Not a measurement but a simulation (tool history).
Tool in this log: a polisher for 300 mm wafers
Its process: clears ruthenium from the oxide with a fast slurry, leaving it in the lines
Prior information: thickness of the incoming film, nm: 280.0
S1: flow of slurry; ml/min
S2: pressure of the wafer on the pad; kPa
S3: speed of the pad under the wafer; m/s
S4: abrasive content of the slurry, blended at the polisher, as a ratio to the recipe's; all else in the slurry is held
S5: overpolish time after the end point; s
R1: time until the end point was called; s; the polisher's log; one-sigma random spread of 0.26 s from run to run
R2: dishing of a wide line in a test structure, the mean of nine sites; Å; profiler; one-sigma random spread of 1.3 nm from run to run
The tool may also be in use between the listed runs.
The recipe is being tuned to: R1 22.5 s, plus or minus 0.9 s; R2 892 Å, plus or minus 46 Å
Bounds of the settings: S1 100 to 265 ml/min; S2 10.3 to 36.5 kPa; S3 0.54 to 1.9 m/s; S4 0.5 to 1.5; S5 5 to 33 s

run	hour	S1	S2	S3	S4	S5	R1	R2
1	0	170	23.4	1.22	1	17	37.439	799.87
2	5.7	190	23.4	1.22	1	17	37.319	792.59
3	14.5	190	23.4	1.22	1.2	17	33.621	853.05
4	16.5	190	23.4	1.46	1.2	17	28.692	975.67
5	25.4	190	23.4	1.46	1.3	17	27.667	987.46
6	30.4	190	23.4	1.46	1.4	17	26.417	1024
7	31.1	190	24.1	1.46	1.4	16	25.995	999.33
8	33.9	195	24.8	1.46	1.4	15	25.123	957.59
9	39.5	195	25.5	1.46	1.4	15	24.711	989.92
10	45.9	195	25.5	1.46	1.4	14	24.575	908.39

Exercise: of the 5 proposed moves below, exactly one satisfies all targets within the stated allowed misses. Which move is it?
A	52.3	165	33.8	1.26	1.45	12	?	?
B	52.3	215	27.6	1.56	1.45	9	?	?
C	52.3	215	26.9	1.62	1.5	11	?	?
D	52.3	190	29.6	1.5	1.5	11	?	?
E	52.3	175	29.6	1.52	1.4	11	?	?

move	R1	R2
A	21.98	882.09
B	20.758	740.47
C	20.209	880.17
D	20.237	879.27
E	20.782	862.18
A: every result lands within tolerance
B: moves the result that the last run missed by most past its target, out the other side
C: moves the result that the last run missed by most past its target, out the other side
D: moves the result that the last run missed by most past its target, out the other side
E: moves the result that the last run missed by most past its target, out the other side
Correct choice: A, which meets every target
